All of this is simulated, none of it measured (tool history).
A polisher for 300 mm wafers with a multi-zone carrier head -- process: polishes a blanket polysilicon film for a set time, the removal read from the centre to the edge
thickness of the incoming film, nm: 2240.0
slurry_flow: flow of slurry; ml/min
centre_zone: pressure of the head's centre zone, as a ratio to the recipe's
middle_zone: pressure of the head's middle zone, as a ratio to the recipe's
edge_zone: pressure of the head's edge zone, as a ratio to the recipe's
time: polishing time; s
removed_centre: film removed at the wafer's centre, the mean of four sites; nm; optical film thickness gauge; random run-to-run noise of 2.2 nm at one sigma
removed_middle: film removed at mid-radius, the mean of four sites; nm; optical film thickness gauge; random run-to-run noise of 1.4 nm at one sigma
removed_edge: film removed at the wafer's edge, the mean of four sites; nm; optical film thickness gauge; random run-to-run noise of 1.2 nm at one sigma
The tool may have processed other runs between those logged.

{"run": 1, "day": 0.0, "slurry_flow": 300, "centre_zone": 1.0, "middle_zone": 1.0, "edge_zone": 1.0, "time": 33, "removed_centre": 198.31, "removed_middle": 194.2, "removed_edge": 196.14}
{"run": 2, "day": 0.162, "slurry_flow": 300, "centre_zone": 1.0, "middle_zone": 1.0, "edge_zone": 1.0, "time": 38, "removed_centre": 233.97, "removed_middle": 222.2, "removed_edge": 225.82}
{"run": 3, "day": 0.3, "slurry_flow": 300, "centre_zone": 1.0, "middle_zone": 1.09, "edge_zone": 1.0, "time": 38, "removed_centre": 229.89, "removed_middle": 242.88, "removed_edge": 226.17}
{"run": 4, "day": 0.571, "slurry_flow": 300, "centre_zone": 1.0, "middle_zone": 1.09, "edge_zone": 0.96, "time": 34, "removed_centre": 204.36, "removed_middle": 219.11, "removed_edge": 197.99}
{"run": 5, "day": 0.933, "slurry_flow": 300, "centre_zone": 1.0, "middle_zone": 1.09, "edge_zone": 1.01, "time": 34, "removed_centre": 203.91, "removed_middle": 217.62, "removed_edge": 200.11}
{"run": 6, "day": 1.142, "slurry_flow": 305, "centre_zone": 1.01, "middle_zone": 1.09, "edge_zone": 0.99, "time": 31, "removed_centre": 193.62, "removed_middle": 195.07, "removed_edge": 182.87}
{"run": 7, "day": 1.196, "slurry_flow": 300, "centre_zone": 1.0, "middle_zone": 1.09, "edge_zone": 0.95, "time": 29, "removed_centre": 175.27, "removed_middle": 187.76, "removed_edge": 168.64}
{"run": 8, "day": 1.458, "slurry_flow": 295, "centre_zone": 1.0, "middle_zone": 1.08, "edge_zone": 0.92, "time": 28, "removed_centre": 168.49, "removed_middle": 179.01, "removed_edge": 159.81}
{"run": 9, "day": 1.508, "slurry_flow": 285, "centre_zone": 1.0, "middle_zone": 1.07, "edge_zone": 0.9, "time": 28, "removed_centre": 169.17, "removed_middle": 176.94, "removed_edge": 158.25}
{"run": 10, "day": 1.638, "slurry_flow": 275, "centre_zone": 1.0, "middle_zone": 1.07, "edge_zone": 0.88, "time": 28, "removed_centre": 168.44, "removed_middle": 174.34, "removed_edge": 153.22}

For run 11, what comes out?
{"run": 11, "day": 1.804, "slurry_flow": 270, "centre_zone": 0.99, "middle_zone": 1.07, "edge_zone": 0.87, "time": 28, "removed_centre": "?", "removed_middle": "?", "removed_edge": "?"}

Run 11 measured removed_centre 166.27 nm, removed_middle 171.95 nm, removed_edge 154.10 nm.
